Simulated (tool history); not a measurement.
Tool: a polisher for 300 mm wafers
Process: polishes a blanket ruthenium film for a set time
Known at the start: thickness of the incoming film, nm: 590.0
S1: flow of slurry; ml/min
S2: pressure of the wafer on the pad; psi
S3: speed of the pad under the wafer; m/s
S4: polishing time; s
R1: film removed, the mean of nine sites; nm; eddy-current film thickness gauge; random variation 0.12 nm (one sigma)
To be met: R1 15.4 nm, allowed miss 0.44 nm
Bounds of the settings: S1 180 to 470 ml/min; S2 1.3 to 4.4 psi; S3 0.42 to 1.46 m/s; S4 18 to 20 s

run	hour	S1	S2	S3	S4	R1
1	0	300	2.8	0.94	20	29.713
2	3.2	300	2.6	0.92	20	27.257
3	6.8	300	2.6	1.02	20	29.326
4	11.4	325	2.6	1.02	20	29.737
5	16.2	325	2.4	0.98	20	26.539
6	19.7	325	2.4	1.14	20	29.786
7	26.6	325	2.2	1.1	20	26.88
8	35	325	2.1	1.06	20	24.73
9	36.4	325	2	1.04	20	23.342
10	41.1	325	1.9	1.02	20	22.159
11	49.9	325	1.8	1	20	20.462
12	53.9	325	1.7	0.98	20	19.409
13	55.7	325	1.6	0.96	20	17.612

5 next moves are on the table. One of them brings every result within its allowed miss. Which?
A	57.5	360	1.6	0.9	18	?
B	57.5	365	2.1	0.92	18	?
C	57.5	380	1.9	1	20	?
D	57.5	305	1.7	1.1	19	?
E	57.5	330	2	0.94	19	?

move	R1
A	15.398
B	20.306
C	21.864
D	19.696
E	20.604
A: meets every target
B: further off than the last run
C: further off than the last run
D: further off than the last run
E: further off than the last run
Answer: A
